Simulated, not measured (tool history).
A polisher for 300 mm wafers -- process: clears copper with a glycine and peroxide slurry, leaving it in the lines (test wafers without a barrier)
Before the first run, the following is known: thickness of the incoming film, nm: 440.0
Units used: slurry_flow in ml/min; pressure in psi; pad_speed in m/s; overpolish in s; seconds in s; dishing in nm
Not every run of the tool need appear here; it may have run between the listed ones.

{"run": 1, "hour": 0.0, "slurry_flow": 290, "pressure": 2.3, "pad_speed": 1.06, "overpolish": 27, "seconds": 94.926, "dishing": 70.182}
{"run": 2, "hour": 4.5, "slurry_flow": 290, "pressure": 2.6, "pad_speed": 1.06, "overpolish": 29, "seconds": 85.148, "dishing": 78.292}
{"run": 3, "hour": 9.0, "slurry_flow": 290, "pressure": 2.8, "pad_speed": 1.06, "overpolish": 31, "seconds": 82.333, "dishing": 85.422}
{"run": 4, "hour": 12.7, "slurry_flow": 290, "pressure": 2.4, "pad_speed": 1.06, "overpolish": 31, "seconds": 90.397, "dishing": 78.858}
{"run": 5, "hour": 19.9, "slurry_flow": 290, "pressure": 2.7, "pad_speed": 1.06, "overpolish": 32, "seconds": 84.98, "dishing": 85.154}
{"run": 6, "hour": 25.1, "slurry_flow": 290, "pressure": 2.9, "pad_speed": 1.06, "overpolish": 33, "seconds": 79.277, "dishing": 89.488}
{"run": 7, "hour": 26.7, "slurry_flow": 290, "pressure": 3, "pad_speed": 1.06, "overpolish": 34, "seconds": 80.573, "dishing": 92.862}
{"run": 8, "hour": 34.9, "slurry_flow": 290, "pressure": 3.2, "pad_speed": 1.08, "overpolish": 34, "seconds": 75.976, "dishing": 96.509}
{"run": 9, "hour": 41.5, "slurry_flow": 290, "pressure": 3.3, "pad_speed": 1.1, "overpolish": 34, "seconds": 71.664, "dishing": 97.184}

Forecast run 10:
{"run": 10, "hour": 48.4, "slurry_flow": 290, "pressure": 3.4, "pad_speed": 1.1, "overpolish": 35, "seconds": "?", "dishing": "?"}

Logged for run 10: seconds 70.199 s, dishing 101.49 nm.

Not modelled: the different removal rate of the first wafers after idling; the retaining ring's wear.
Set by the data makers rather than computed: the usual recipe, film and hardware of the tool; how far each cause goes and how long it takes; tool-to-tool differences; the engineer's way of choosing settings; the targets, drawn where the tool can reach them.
